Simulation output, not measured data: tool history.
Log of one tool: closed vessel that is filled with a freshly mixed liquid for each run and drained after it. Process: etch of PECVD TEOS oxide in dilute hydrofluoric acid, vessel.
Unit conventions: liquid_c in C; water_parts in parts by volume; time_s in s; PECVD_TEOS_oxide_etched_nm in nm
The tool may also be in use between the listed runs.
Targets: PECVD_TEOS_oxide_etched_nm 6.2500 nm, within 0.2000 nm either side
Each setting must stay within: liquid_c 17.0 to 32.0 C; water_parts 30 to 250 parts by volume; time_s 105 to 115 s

run 1 hour=0.0 | liquid_c=24.0 water_parts=140 time_s=105 | PECVD_TEOS_oxide_etched_nm=10.7330
run 2 hour=8.6 | liquid_c=24.0 water_parts=100 time_s=105 | PECVD_TEOS_oxide_etched_nm=15.5820
run 3 hour=17.6 | liquid_c=24.0 water_parts=100 time_s=105 | PECVD_TEOS_oxide_etched_nm=15.6000
run 4 hour=22.8 | liquid_c=21.0 water_parts=100 time_s=105 | PECVD_TEOS_oxide_etched_nm=14.0070
run 5 hour=30.1 | liquid_c=20.5 water_parts=110 time_s=105 | PECVD_TEOS_oxide_etched_nm=12.3520
run 6 hour=31.4 | liquid_c=20.0 water_parts=115 time_s=105 | PECVD_TEOS_oxide_etched_nm=11.3660
run 7 hour=37.6 | liquid_c=19.5 water_parts=120 time_s=105 | PECVD_TEOS_oxide_etched_nm=10.6030
run 8 hour=45.7 | liquid_c=19.0 water_parts=125 time_s=105 | PECVD_TEOS_oxide_etched_nm=9.9508
run 9 hour=48.9 | liquid_c=19.0 water_parts=130 time_s=105 | PECVD_TEOS_oxide_etched_nm=9.5732
run 10 hour=55.5 | liquid_c=19.0 water_parts=135 time_s=105 | PECVD_TEOS_oxide_etched_nm=9.0592
run 11 hour=64.1 | liquid_c=19.0 water_parts=140 time_s=105 | PECVD_TEOS_oxide_etched_nm=8.6755
run 12 hour=69.5 | liquid_c=19.0 water_parts=145 time_s=105 | PECVD_TEOS_oxide_etched_nm=8.4674
run 13 hour=72.1 | liquid_c=19.0 water_parts=150 time_s=105 | PECVD_TEOS_oxide_etched_nm=8.2422
run 14 hour=74.7 | liquid_c=19.0 water_parts=155 time_s=105 | PECVD_TEOS_oxide_etched_nm=7.7567
run 15 hour=79.8 | liquid_c=18.0 water_parts=165 time_s=105 | PECVD_TEOS_oxide_etched_nm=7.0564

Below are 5 possible settings for the next run. Only one of them brings all results inside the allowed miss of their targets. Which is it?
run A hour=84.9 | liquid_c=17.5 water_parts=155 time_s=105 | PECVD_TEOS_oxide_etched_nm=?
run B hour=84.9 | liquid_c=18.0 water_parts=195 time_s=105 | PECVD_TEOS_oxide_etched_nm=?
run C hour=84.9 | liquid_c=19.5 water_parts=180 time_s=105 | PECVD_TEOS_oxide_etched_nm=?
run D hour=84.9 | liquid_c=17.0 water_parts=165 time_s=105 | PECVD_TEOS_oxide_etched_nm=?
run E hour=84.9 | liquid_c=17.0 water_parts=175 time_s=105 | PECVD_TEOS_oxide_etched_nm=?

move=A PECVD_TEOS_oxide_etched_nm=7.3776
move=B PECVD_TEOS_oxide_etched_nm=5.7775
move=C PECVD_TEOS_oxide_etched_nm=6.7336
move=D PECVD_TEOS_oxide_etched_nm=6.7297
move=E PECVD_TEOS_oxide_etched_nm=6.2905
A: misses by more than the last run did
B: carries the result that was furthest off beyond its target, to the other side
C: nearer the targets than the last run, but a result is still out of spec
D: nearer the targets than the last run, but a result is still out of spec
E: all results in spec
So the answer is move E, the one that meets all the targets.

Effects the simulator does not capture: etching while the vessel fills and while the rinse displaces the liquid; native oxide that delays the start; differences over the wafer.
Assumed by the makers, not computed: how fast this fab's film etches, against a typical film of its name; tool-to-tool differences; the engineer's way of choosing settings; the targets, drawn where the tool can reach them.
